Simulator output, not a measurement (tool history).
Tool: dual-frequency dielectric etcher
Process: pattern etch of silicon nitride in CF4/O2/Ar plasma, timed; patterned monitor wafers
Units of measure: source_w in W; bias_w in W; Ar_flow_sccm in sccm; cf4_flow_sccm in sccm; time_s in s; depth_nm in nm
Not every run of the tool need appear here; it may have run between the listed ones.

run	hour	source_w	bias_w	Ar_flow_sccm	cf4_flow_sccm	time_s	depth_nm
1	0.0	680	50	113	100	595.0	1421.1
2	6.3	740	51	113	100	595.0	1576.7
3	13.2	780	51	113	100	595.0	1660.2
4	18.9	780	56	113	100	595.0	1726.8
5	26.1	780	56	113	93	595.0	1705.1
6	33.9	800	56	113	93	595.0	1749.3
7	38.3	820	56	113	93	595.0	1792.4
8	39.4	840	56	113	93	595.0	1853.0

What does the tool deliver on the next run?
9	40.9	850	56	113	93	595.0	?

Logged for run 9: depth_nm 1864.8 nm.
